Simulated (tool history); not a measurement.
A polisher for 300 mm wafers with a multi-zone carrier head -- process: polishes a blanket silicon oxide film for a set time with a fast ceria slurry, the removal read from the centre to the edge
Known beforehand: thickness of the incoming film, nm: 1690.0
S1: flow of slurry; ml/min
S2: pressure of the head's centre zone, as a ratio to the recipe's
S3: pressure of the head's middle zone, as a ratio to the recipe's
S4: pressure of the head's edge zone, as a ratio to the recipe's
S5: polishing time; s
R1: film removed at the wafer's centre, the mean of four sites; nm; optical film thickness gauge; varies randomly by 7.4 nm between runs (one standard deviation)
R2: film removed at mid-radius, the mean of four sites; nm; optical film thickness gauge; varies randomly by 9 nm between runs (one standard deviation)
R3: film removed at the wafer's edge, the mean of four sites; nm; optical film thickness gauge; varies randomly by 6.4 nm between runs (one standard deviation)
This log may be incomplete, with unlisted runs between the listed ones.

run    day   S1    S2    S3    S4  S5      R1      R2      R3
  1  0.000  125  1.00  1.00  1.00  35  501.50  492.03  488.16
  2  0.292  125  1.00  1.00  0.93  35  510.80  492.32  475.46
  3  0.608  125  0.94  1.00  0.93  35  475.57  488.32  483.80
  4  0.700  130  0.95  1.01  0.94  36  505.32  518.59  490.98
  5  0.833  135  0.96  1.01  0.96  37  525.79  546.62  515.46
  6  1.042  135  0.96  1.01  1.01  37  513.55  525.87  523.59
  7  1.142  140  0.97  1.02  1.02  38  534.26  564.70  549.46

For run 8, what comes out?
  8  1.283  145  0.99  1.02  1.02  38   ?   ?   ?

Run 8 yielded R1 560.58 nm, R2 554.17 nm, R3 558.60 nm.
